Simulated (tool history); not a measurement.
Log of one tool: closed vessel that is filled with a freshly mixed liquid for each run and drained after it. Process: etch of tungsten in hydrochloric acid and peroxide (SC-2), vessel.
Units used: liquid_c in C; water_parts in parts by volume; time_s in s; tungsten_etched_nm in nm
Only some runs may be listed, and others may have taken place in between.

{"run": 1, "hour": 0.0, "liquid_c": 58, "water_parts": 8.5, "time_s": 130, "tungsten_etched_nm": 27.385}
{"run": 2, "hour": 3.0, "liquid_c": 58, "water_parts": 10.5, "time_s": 130, "tungsten_etched_nm": 23.035}
{"run": 3, "hour": 11.9, "liquid_c": 62, "water_parts": 10.5, "time_s": 130, "tungsten_etched_nm": 29.589}
{"run": 4, "hour": 15.4, "liquid_c": 59, "water_parts": 10.5, "time_s": 130, "tungsten_etched_nm": 24.545}
{"run": 5, "hour": 16.6, "liquid_c": 52, "water_parts": 10.5, "time_s": 130, "tungsten_etched_nm": 15.594}
{"run": 6, "hour": 24.9, "liquid_c": 52, "water_parts": 10.5, "time_s": 140, "tungsten_etched_nm": 16.844}
{"run": 7, "hour": 29.9, "liquid_c": 57, "water_parts": 10.5, "time_s": 140, "tungsten_etched_nm": 23.425}

Estimate the outcome of run 8 from the log above:
{"run": 8, "hour": 36.9, "liquid_c": 65, "water_parts": 10.5, "time_s": 140, "tungsten_etched_nm": "?"}

tungsten_etched_nm: 38.371 nm
